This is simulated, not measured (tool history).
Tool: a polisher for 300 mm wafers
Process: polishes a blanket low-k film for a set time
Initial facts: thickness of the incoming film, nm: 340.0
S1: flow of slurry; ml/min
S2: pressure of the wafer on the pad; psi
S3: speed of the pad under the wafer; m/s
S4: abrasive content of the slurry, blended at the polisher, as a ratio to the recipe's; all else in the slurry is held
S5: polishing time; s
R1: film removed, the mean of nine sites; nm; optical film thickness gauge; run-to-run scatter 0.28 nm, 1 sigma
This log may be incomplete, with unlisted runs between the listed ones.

Run 1, hour 0.0: S1 200 ml/min, S2 1.6 psi, S3 1.10 m/s, S4 1.0, S5 34 s. Result: R1 14.708 nm.
Run 2, hour 3.4: S1 200 ml/min, S2 1.6 psi, S3 1.10 m/s, S4 1.1, S5 34 s. Result: R1 15.559 nm.
Run 3, hour 4.2: S1 225 ml/min, S2 1.6 psi, S3 1.10 m/s, S4 1.1, S5 34 s. Result: R1 15.324 nm.
Run 4, hour 9.8: S1 225 ml/min, S2 1.6 psi, S3 0.96 m/s, S4 1.1, S5 34 s. Result: R1 14.377 nm.
Run 5, hour 12.4: S1 225 ml/min, S2 1.7 psi, S3 0.98 m/s, S4 1.1, S5 34 s. Result: R1 15.137 nm.
Run 6, hour 15.2: S1 225 ml/min, S2 1.8 psi, S3 1.00 m/s, S4 1.1, S5 34 s. Result: R1 16.084 nm.

Forecast run 7:
Run 7, hour 19.8: S1 225 ml/min, S2 1.9 psi, S3 1.02 m/s, S4 1.1, S5 34 s. Result: R1 ?.

Run 7 gave R1 17.534 nm.
